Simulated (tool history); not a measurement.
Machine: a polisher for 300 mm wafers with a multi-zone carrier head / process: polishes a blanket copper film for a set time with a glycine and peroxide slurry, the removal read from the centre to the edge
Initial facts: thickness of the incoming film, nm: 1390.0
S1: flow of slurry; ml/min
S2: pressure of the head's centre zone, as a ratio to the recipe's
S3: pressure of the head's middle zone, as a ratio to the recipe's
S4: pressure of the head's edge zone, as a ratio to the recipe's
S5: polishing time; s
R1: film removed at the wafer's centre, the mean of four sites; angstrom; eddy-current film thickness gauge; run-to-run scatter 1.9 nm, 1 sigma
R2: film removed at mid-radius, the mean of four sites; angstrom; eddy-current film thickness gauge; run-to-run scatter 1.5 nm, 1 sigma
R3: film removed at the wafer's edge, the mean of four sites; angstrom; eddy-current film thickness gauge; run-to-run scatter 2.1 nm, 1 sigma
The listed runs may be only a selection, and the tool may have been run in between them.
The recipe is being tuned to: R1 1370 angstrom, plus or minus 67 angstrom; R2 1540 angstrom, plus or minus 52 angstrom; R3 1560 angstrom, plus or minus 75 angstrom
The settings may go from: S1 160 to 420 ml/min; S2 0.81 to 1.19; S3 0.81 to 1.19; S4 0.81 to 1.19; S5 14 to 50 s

run	hour	S1	S2	S3	S4	S5	R1	R2	R3
1	0	270	1	1	1	32	1777.2	1744.5	1734.1
2	0.7	265	0.96	0.99	0.99	31	1637.8	1675.8	1711.5
3	9.5	265	0.94	0.99	0.97	30	1568.7	1575.6	1645.4
4	17.8	260	0.92	1.01	0.96	30	1576.8	1647.8	1588.4
5	21	260	0.92	1.01	0.96	24	1220.2	1314.3	1289.9
6	23.5	260	0.87	1.01	0.96	24	1168.8	1289.4	1298.5
7	30.1	265	0.89	1.02	1	25	1261.3	1375	1372.5
8	35.1	270	0.88	1.03	1.04	25	1239	1381.9	1404.9

Consider the 4 candidate settings below. Which is the only one whose results all fall within their allowed miss of target?
A	40.1	280	0.87	1.03	1.02	28	?	?	?
B	40.1	280	0.81	0.86	1.17	25	?	?	?
C	40.1	270	0.84	0.87	1.12	29	?	?	?
D	40.1	370	0.97	0.9	0.81	25	?	?	?

move	R1	R2	R3
A	1385.5	1552.5	1542.2
B	1157.7	1229.5	1478.3
C	1383.9	1432.7	1672.7
D	1397.8	1292.4	1259.4
A: in spec on every target
B: lands further from the targets than the last run did
C: better than the last run, though not everything is in spec
D: lands further from the targets than the last run did
Answer: A
